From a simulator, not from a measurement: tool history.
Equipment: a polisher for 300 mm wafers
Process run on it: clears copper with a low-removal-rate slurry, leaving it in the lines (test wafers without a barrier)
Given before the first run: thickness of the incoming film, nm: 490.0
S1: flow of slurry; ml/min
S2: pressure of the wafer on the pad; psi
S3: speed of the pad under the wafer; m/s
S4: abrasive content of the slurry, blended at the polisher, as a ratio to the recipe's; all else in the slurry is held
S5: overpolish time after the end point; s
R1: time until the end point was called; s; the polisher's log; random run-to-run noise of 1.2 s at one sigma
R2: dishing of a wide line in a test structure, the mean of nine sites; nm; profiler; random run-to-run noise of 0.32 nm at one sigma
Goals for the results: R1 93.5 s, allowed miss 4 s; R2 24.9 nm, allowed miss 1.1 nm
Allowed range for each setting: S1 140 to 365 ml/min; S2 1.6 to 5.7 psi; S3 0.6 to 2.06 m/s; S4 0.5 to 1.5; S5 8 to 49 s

| run | hour | S1 | S2 | S3 | S4 | S5 | R1 | R2 |
|---|---|---|---|---|---|---|---|---|
| 1 | 0 | 235 | 3.6 | 1.32 | 1 | 25 | 98.863 | 56.094 |
| 2 | 3.1 | 235 | 3.6 | 1.32 | 1 | 20 | 99.067 | 48.562 |
| 3 | 7.3 | 240 | 3 | 1.5 | 1.05 | 16 | 106.77 | 38.917 |
| 4 | 11.8 | 240 | 3.5 | 1.5 | 1.05 | 16 | 89.587 | 44.128 |
| 5 | 16.5 | 275 | 2.9 | 1.66 | 1.2 | 14 | 96.298 | 36.81 |
| 6 | 25.1 | 275 | 2.9 | 1.66 | 1.2 | 23 | 97.646 | 52.365 |
| 7 | 32.5 | 300 | 2.6 | 1.78 | 1.3 | 19 | 98.475 | 45.377 |
| 8 | 34.2 | 255 | 2.4 | 1.86 | 1.05 | 16 | 109.52 | 36.202 |
| 9 | 38.8 | 220 | 2.5 | 1.92 | 0.9 | 14 | 111.85 | 33.5 |
| 10 | 46.5 | 225 | 2.5 | 1.96 | 0.95 | 12 | 106.29 | 30.136 |
| 11 | 51.2 | 250 | 2.5 | 2.02 | 1.2 | 8 | 95.029 | 23.738 |
| 12 | 53.3 | 255 | 2.5 | 2.02 | 1.2 | 8 | 96.767 | 23.867 |
| 13 | 54.8 | 260 | 2.5 | 2.02 | 1.2 | 8 | 95.732 | 23.633 |

5 candidate next runs follow, results not yet known. Just one meets every target within its allowed miss. Identify it.
| A | 56.3 | 310 | 2.3 | 1.98 | 1.35 | 9 | ? | ? |
| B | 56.3 | 320 | 2.3 | 1.86 | 1.4 | 10 | ? | ? |
| C | 56.3 | 220 | 2.6 | 2.06 | 1.25 | 8 | ? | ? |
| D | 56.3 | 285 | 2.6 | 1.86 | 1.4 | 9 | ? | ? |
| E | 56.3 | 205 | 2.3 | 2.04 | 1.35 | 9 | ? | ? |

| move | R1 | R2 |
|---|---|---|
| A | 101.24 | 25.378 |
| B | 105.03 | 26.845 |
| C | 92.379 | 24.967 |
| D | 94.422 | 27.025 |
| E | 103.72 | 24.876 |
A: gets the furthest-off result to its target, but another result is out of tolerance
B: takes the result that was furthest off past its target
C: meets every target
D: takes the result that was furthest off past its target
E: gets the furthest-off result to its target, but another result is out of tolerance
Move C is the one to make.
